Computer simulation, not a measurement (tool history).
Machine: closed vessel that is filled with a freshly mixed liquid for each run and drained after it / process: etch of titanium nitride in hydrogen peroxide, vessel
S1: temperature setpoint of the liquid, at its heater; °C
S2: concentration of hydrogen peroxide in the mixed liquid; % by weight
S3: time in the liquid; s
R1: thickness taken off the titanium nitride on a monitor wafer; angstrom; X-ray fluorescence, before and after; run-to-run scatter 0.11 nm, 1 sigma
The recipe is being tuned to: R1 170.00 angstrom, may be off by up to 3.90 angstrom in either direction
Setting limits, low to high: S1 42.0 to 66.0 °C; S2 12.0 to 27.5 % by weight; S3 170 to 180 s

Run 1, hour 0.0: S1 58.0 °C, S2 18.5 % by weight, S3 170 s. Result: R1 115.68 angstrom.
Run 2, hour 4.1: S1 59.0 °C, S2 18.5 % by weight, S3 170 s. Result: R1 123.22 angstrom.
Run 3, hour 10.3: S1 59.5 °C, S2 18.5 % by weight, S3 170 s. Result: R1 127.42 angstrom.
Run 4, hour 13.7: S1 59.5 °C, S2 18.5 % by weight, S3 170 s. Result: R1 127.69 angstrom.
Run 5, hour 20.4: S1 60.0 °C, S2 18.5 % by weight, S3 170 s. Result: R1 131.66 angstrom.
Run 6, hour 24.4: S1 60.0 °C, S2 18.5 % by weight, S3 170 s. Result: R1 133.80 angstrom.
Run 7, hour 28.0: S1 60.0 °C, S2 18.5 % by weight, S3 170 s. Result: R1 132.28 angstrom.
Run 8, hour 35.2: S1 60.5 °C, S2 18.5 % by weight, S3 170 s. Result: R1 138.01 angstrom.
Run 9, hour 42.7: S1 60.5 °C, S2 18.5 % by weight, S3 170 s. Result: R1 138.06 angstrom.
Run 10, hour 47.0: S1 61.0 °C, S2 18.5 % by weight, S3 170 s. Result: R1 142.36 angstrom.
Run 11, hour 50.2: S1 61.5 °C, S2 18.5 % by weight, S3 170 s. Result: R1 146.76 angstrom.
Run 12, hour 57.1: S1 62.0 °C, S2 18.5 % by weight, S3 170 s. Result: R1 153.09 angstrom.
Run 13, hour 60.3: S1 63.0 °C, S2 18.5 % by weight, S3 170 s. Result: R1 163.23 angstrom.

Exactly one of the 5 candidate moves below puts every result within its allowed miss. Which one?
Run A, hour 63.5: S1 63.0 °C, S2 17.0 % by weight, S3 180 s. Result: R1 ?.
Run B, hour 63.5: S1 63.5 °C, S2 15.5 % by weight, S3 170 s. Result: R1 ?.
Run C, hour 63.5: S1 64.0 °C, S2 15.5 % by weight, S3 180 s. Result: R1 ?.
Run D, hour 63.5: S1 64.0 °C, S2 18.0 % by weight, S3 175 s. Result: R1 ?.
Run E, hour 63.5: S1 63.0 °C, S2 18.0 % by weight, S3 170 s. Result: R1 ?.

move      R1
   A  168.50
   B  161.29
   C  176.48
   D  177.10
   E  161.08
A: meets every target
B: lands further from the targets than the last run did
C: pushes the last run's worst result past its target
D: pushes the last run's worst result past its target
E: lands further from the targets than the last run did
The right move is A.
